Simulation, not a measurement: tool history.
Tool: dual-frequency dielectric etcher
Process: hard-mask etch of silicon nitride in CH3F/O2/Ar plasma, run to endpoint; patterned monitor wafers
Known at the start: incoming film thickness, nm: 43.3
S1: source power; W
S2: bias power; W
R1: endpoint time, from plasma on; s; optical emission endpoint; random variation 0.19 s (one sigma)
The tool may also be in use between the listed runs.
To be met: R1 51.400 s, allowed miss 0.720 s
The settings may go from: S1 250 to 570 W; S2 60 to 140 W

run  hour   S1   S2      R1
  1   0.0  410  100  56.024
  2   5.8  420  100  55.133
  3  12.5  380  100  57.864
  4  13.7  420  100  55.209
  5  21.3  430  100  55.063
  6  25.0  440  100  54.170
  7  26.4  450  100  54.002
  8  33.0  510  102  50.567

4 next moves are on the table. One of them brings every result within its allowed miss. Which?
  A  39.6  480  112   ?
  B  39.6  520  108   ?
  C  39.6  490  102   ?
  D  39.6  420  126   ?

move      R1
   A  49.783
   B  48.990
   C  51.596
   D  49.777
A: further off than the last run
B: further off than the last run
C: meets every target
D: further off than the last run
Answer: C

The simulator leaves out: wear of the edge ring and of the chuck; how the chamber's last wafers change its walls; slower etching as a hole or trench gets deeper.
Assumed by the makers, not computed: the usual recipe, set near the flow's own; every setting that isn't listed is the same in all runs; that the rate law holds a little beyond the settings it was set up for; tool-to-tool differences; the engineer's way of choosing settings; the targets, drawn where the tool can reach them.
